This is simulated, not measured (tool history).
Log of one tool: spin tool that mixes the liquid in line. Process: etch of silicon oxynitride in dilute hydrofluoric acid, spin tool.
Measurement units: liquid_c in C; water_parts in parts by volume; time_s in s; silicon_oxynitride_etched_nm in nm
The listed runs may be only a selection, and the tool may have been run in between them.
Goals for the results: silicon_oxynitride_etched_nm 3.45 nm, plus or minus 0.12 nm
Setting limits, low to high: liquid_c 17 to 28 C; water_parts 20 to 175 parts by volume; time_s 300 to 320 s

{"run": 1, "hour": 0.0, "liquid_c": 20, "water_parts": 95, "time_s": 300, "silicon_oxynitride_etched_nm": 5.6364}
{"run": 2, "hour": 3.9, "liquid_c": 20, "water_parts": 75, "time_s": 300, "silicon_oxynitride_etched_nm": 7.3813}
{"run": 3, "hour": 5.5, "liquid_c": 19, "water_parts": 90, "time_s": 300, "silicon_oxynitride_etched_nm": 5.7359}
{"run": 4, "hour": 13.9, "liquid_c": 19, "water_parts": 90, "time_s": 300, "silicon_oxynitride_etched_nm": 5.7278}
{"run": 5, "hour": 15.2, "liquid_c": 18.5, "water_parts": 100, "time_s": 300, "silicon_oxynitride_etched_nm": 5.1274}
{"run": 6, "hour": 24.1, "liquid_c": 18, "water_parts": 110, "time_s": 300, "silicon_oxynitride_etched_nm": 4.4167}
{"run": 7, "hour": 26.2, "liquid_c": 17.5, "water_parts": 115, "time_s": 300, "silicon_oxynitride_etched_nm": 4.0978}
{"run": 8, "hour": 29.2, "liquid_c": 17.5, "water_parts": 120, "time_s": 300, "silicon_oxynitride_etched_nm": 3.9052}
{"run": 9, "hour": 31.5, "liquid_c": 17.5, "water_parts": 125, "time_s": 300, "silicon_oxynitride_etched_nm": 3.7766}

Which single option among these 4 for the next run brings every result within its allowed miss of target? Just one does.
{"run": "A", "hour": 33.8, "liquid_c": 18, "water_parts": 140, "time_s": 300, "silicon_oxynitride_etched_nm": "?"}
{"run": "B", "hour": 33.8, "liquid_c": 19, "water_parts": 120, "time_s": 305, "silicon_oxynitride_etched_nm": "?"}
{"run": "C", "hour": 33.8, "liquid_c": 17, "water_parts": 125, "time_s": 310, "silicon_oxynitride_etched_nm": "?"}
{"run": "D", "hour": 33.8, "liquid_c": 17.5, "water_parts": 125, "time_s": 305, "silicon_oxynitride_etched_nm": "?"}

move=A silicon_oxynitride_etched_nm=3.4296
move=B silicon_oxynitride_etched_nm=4.3285
move=C silicon_oxynitride_etched_nm=3.8151
move=D silicon_oxynitride_etched_nm=3.8475
A: each result inside its tolerance
B: the biggest miss grows against the last run
C: the biggest miss grows against the last run
D: the biggest miss grows against the last run
Go with A: it meets all targets.
